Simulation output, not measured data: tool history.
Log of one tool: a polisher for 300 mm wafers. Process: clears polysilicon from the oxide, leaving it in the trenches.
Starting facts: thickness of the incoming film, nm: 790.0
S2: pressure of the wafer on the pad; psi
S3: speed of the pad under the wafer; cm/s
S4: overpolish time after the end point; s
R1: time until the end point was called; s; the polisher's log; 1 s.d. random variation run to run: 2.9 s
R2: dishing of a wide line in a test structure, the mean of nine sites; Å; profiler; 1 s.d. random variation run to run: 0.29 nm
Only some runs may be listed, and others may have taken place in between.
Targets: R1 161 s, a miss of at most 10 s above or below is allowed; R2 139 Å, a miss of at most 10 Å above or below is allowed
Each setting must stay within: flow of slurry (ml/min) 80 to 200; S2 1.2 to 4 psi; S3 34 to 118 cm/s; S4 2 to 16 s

{"run": 1, "day": 0.0, "flow of slurry (ml/min)": 130, "S2": 2.6, "S3": 76, "S4": 8, "R1": 99.802, "R2": 241.67}
{"run": 2, "day": 0.025, "flow of slurry (ml/min)": 130, "S2": 2.6, "S3": 60, "S4": 8, "R1": 121.4, "R2": 239.46}
{"run": 3, "day": 0.383, "flow of slurry (ml/min)": 130, "S2": 2.6, "S3": 68, "S4": 8, "R1": 107.8, "R2": 242.57}
{"run": 4, "day": 0.675, "flow of slurry (ml/min)": 115, "S2": 2.2, "S3": 74, "S4": 6, "R1": 121.04, "R2": 211.66}
{"run": 5, "day": 0.7, "flow of slurry (ml/min)": 105, "S2": 1.9, "S3": 78, "S4": 5, "R1": 136.47, "R2": 179.74}
{"run": 6, "day": 1.021, "flow of slurry (ml/min)": 125, "S2": 1.9, "S3": 78, "S4": 5, "R1": 133.65, "R2": 180.68}
{"day": 1.354, "done": "head pressure recalibrated"}
{"run": 7, "day": 1.354, "flow of slurry (ml/min)": 125, "S2": 1.9, "S3": 78, "S4": 5, "R1": 123.12, "R2": 187.83}
{"run": 8, "day": 1.425, "flow of slurry (ml/min)": 115, "S2": 1.7, "S3": 80, "S4": 4, "R1": 134.76, "R2": 148.49}
{"run": 9, "day": 1.6, "flow of slurry (ml/min)": 110, "S2": 1.6, "S3": 80, "S4": 4, "R1": 142.37, "R2": 151.53}

Consider the 5 candidate settings below. Which is the only one whose results all fall within their allowed miss of target?
{"run": "A", "day": 1.775, "flow of slurry (ml/min)": 105, "S2": 1.3, "S3": 92, "S4": 4, "R1": "?", "R2": "?"}
{"run": "B", "day": 1.775, "flow of slurry (ml/min)": 100, "S2": 1.3, "S3": 82, "S4": 6, "R1": "?", "R2": "?"}
{"run": "C", "day": 1.775, "flow of slurry (ml/min)": 80, "S2": 1.5, "S3": 76, "S4": 7, "R1": "?", "R2": "?"}
{"run": "D", "day": 1.775, "flow of slurry (ml/min)": 105, "S2": 1.5, "S3": 76, "S4": 7, "R1": "?", "R2": "?"}
{"run": "E", "day": 1.775, "flow of slurry (ml/min)": 105, "S2": 1.9, "S3": 80, "S4": 4, "R1": "?", "R2": "?"}

move=A R1=157.13 R2=141.76
move=B R1=178.22 R2=169.99
move=C R1=180.56 R2=184.58
move=D R1=165.27 R2=193.67
move=E R1=125.48 R2=164.37
A: every result lands within tolerance
B: the result that was furthest off in the last run now lies on the other side of its target
C: the result that was furthest off in the last run now lies on the other side of its target
D: gets the furthest-off result to its target, but another result is out of tolerance
E: misses by more than the last run did
Go with A: it meets all targets.

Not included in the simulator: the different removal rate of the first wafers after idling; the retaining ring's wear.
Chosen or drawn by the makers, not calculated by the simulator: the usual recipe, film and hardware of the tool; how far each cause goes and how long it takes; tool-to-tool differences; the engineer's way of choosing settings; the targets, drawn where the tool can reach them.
